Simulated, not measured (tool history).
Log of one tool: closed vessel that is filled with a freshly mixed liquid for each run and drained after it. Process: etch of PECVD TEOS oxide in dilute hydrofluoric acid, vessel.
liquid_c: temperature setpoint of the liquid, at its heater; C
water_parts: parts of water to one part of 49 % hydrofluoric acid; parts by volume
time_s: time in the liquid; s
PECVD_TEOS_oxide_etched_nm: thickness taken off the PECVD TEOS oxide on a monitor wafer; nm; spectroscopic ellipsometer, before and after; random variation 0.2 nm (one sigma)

run  hour  liquid_c  water_parts  time_s  PECVD_TEOS_oxide_etched_nm
  1   0.0      22.0           55     100                      35.962
  2   8.9      24.5           55     100                      38.891
  3  14.2      24.5           55     100                      38.994
  4  19.2      22.5           60     100                      32.815
  5  23.9      22.5           75     100                      25.859
  6  26.8      21.0           75     100                      23.914
  7  30.4      20.0           75     100                      23.174

Run 8 comes next. What will it give?
  8  31.4      17.0           80     100                           ?

Run 8 gave PECVD_TEOS_oxide_etched_nm 19.199 nm.

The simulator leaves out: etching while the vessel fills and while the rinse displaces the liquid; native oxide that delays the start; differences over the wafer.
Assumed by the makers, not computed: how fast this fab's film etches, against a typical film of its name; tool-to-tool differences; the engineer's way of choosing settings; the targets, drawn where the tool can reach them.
